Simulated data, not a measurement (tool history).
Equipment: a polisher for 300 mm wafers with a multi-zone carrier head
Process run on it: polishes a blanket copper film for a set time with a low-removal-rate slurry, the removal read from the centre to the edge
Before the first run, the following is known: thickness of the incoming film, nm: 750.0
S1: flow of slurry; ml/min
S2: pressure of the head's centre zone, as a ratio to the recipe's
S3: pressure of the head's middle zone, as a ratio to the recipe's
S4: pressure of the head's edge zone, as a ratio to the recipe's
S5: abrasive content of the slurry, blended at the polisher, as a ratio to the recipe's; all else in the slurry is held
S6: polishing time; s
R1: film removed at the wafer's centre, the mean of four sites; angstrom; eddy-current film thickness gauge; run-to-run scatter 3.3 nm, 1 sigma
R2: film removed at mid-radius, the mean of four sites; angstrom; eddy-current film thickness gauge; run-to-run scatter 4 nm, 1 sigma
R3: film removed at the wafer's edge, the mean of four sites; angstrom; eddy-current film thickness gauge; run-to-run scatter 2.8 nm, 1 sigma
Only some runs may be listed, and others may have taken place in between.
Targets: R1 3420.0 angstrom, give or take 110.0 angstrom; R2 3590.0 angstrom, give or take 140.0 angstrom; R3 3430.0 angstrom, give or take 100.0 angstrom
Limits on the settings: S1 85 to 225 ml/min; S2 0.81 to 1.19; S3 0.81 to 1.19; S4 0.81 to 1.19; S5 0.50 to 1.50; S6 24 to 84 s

{"run": 1, "hour": 0.0, "S1": 145, "S2": 1.0, "S3": 1.0, "S4": 1.0, "S5": 1.0, "S6": 54, "R1": 2416.9, "R2": 2405.9, "R3": 2385.5}
{"run": 2, "hour": 3.4, "S1": 145, "S2": 1.0, "S3": 1.0, "S4": 1.0, "S5": 0.9, "S6": 54, "R1": 2370.0, "R2": 2402.8, "R3": 2269.7}
{"run": 3, "hour": 9.3, "S1": 150, "S2": 1.01, "S3": 1.02, "S4": 1.0, "S5": 0.95, "S6": 55, "R1": 2498.4, "R2": 2460.1, "R3": 2405.3}
{"run": 4, "hour": 14.4, "S1": 150, "S2": 1.01, "S3": 1.04, "S4": 0.98, "S5": 1.0, "S6": 56, "R1": 2588.9, "R2": 2632.9, "R3": 2455.2}
{"run": 5, "hour": 20.9, "S1": 165, "S2": 1.01, "S3": 1.04, "S4": 0.98, "S5": 1.0, "S6": 56, "R1": 2641.2, "R2": 2683.3, "R3": 2459.0}
{"run": 6, "hour": 26.1, "S1": 165, "S2": 1.01, "S3": 1.05, "S4": 0.99, "S5": 1.05, "S6": 57, "R1": 2716.7, "R2": 2802.1, "R3": 2586.6}
{"run": 7, "hour": 31.9, "S1": 165, "S2": 1.01, "S3": 1.05, "S4": 0.99, "S5": 1.05, "S6": 57, "R1": 2694.3, "R2": 2800.5, "R3": 2567.8}
{"run": 8, "hour": 39.6, "S1": 165, "S2": 1.02, "S3": 1.06, "S4": 1.01, "S5": 1.1, "S6": 57, "R1": 2754.0, "R2": 2808.8, "R3": 2652.1}
{"run": 9, "hour": 41.6, "S1": 170, "S2": 1.03, "S3": 1.07, "S4": 1.02, "S5": 1.15, "S6": 57, "R1": 2918.9, "R2": 2978.0, "R3": 2726.6}
{"run": 10, "hour": 47.5, "S1": 170, "S2": 1.03, "S3": 1.07, "S4": 1.04, "S5": 1.2, "S6": 57, "R1": 2859.7, "R2": 2947.3, "R3": 2771.7}
{"run": 11, "hour": 54.6, "S1": 210, "S2": 1.11, "S3": 1.16, "S4": 1.14, "S5": 1.45, "S6": 62, "R1": 3659.8, "R2": 3817.2, "R3": 3375.5}
{"run": 12, "hour": 60.8, "S1": 210, "S2": 1.11, "S3": 1.16, "S4": 1.14, "S5": 1.45, "S6": 62, "R1": 3714.4, "R2": 3837.5, "R3": 3358.8}
{"run": 13, "hour": 66.9, "S1": 210, "S2": 1.11, "S3": 1.16, "S4": 1.14, "S5": 1.45, "S6": 62, "R1": 3703.6, "R2": 3751.2, "R3": 3354.1}
{"run": 14, "hour": 72.0, "S1": 210, "S2": 1.11, "S3": 1.16, "S4": 1.14, "S5": 1.45, "S6": 62, "R1": 3663.2, "R2": 3828.5, "R3": 3351.7}
{"run": 15, "hour": 78.6, "S1": 205, "S2": 1.1, "S3": 1.15, "S4": 1.14, "S5": 1.45, "S6": 62, "R1": 3598.9, "R2": 3806.1, "R3": 3317.4}
{"run": 16, "hour": 79.5, "S1": 205, "S2": 1.09, "S3": 1.13, "S4": 1.15, "S5": 1.45, "S6": 62, "R1": 3575.4, "R2": 3715.4, "R3": 3424.0}
{"run": 17, "hour": 82.5, "S1": 195, "S2": 1.08, "S3": 1.12, "S4": 1.15, "S5": 1.45, "S6": 62, "R1": 3496.7, "R2": 3564.4, "R3": 3424.7}

5 candidate next runs follow, results not yet known. Just one meets every target within its allowed miss. Identify it.
{"run": "A", "hour": 85.5, "S1": 190, "S2": 1.15, "S3": 1.18, "S4": 1.19, "S5": 1.45, "S6": 61, "R1": "?", "R2": "?", "R3": "?"}
{"run": "B", "hour": 85.5, "S1": 215, "S2": 1.04, "S3": 1.12, "S4": 1.16, "S5": 1.4, "S6": 62, "R1": "?", "R2": "?", "R3": "?"}
{"run": "C", "hour": 85.5, "S1": 175, "S2": 1.12, "S3": 1.13, "S4": 1.15, "S5": 1.45, "S6": 63, "R1": "?", "R2": "?", "R3": "?"}
{"run": "D", "hour": 85.5, "S1": 225, "S2": 1.14, "S3": 1.0, "S4": 1.15, "S5": 1.5, "S6": 61, "R1": "?", "R2": "?", "R3": "?"}
{"run": "E", "hour": 85.5, "S1": 200, "S2": 1.07, "S3": 1.11, "S4": 1.12, "S5": 1.5, "S6": 65, "R1": "?", "R2": "?", "R3": "?"}

move=A R1=3649.5 R2=3726.5 R3=3368.9
move=B R1=3418.4 R2=3655.0 R3=3398.6
move=C R1=3621.3 R2=3657.5 R3=3390.0
move=D R1=3751.4 R2=3347.4 R3=3415.5
move=E R1=3705.3 R2=3835.0 R3=3544.2
A: further off than the last run
B: every result within its allowed miss
C: further off than the last run
D: further off than the last run
E: further off than the last run
So the answer is move B, the one that meets all the targets.
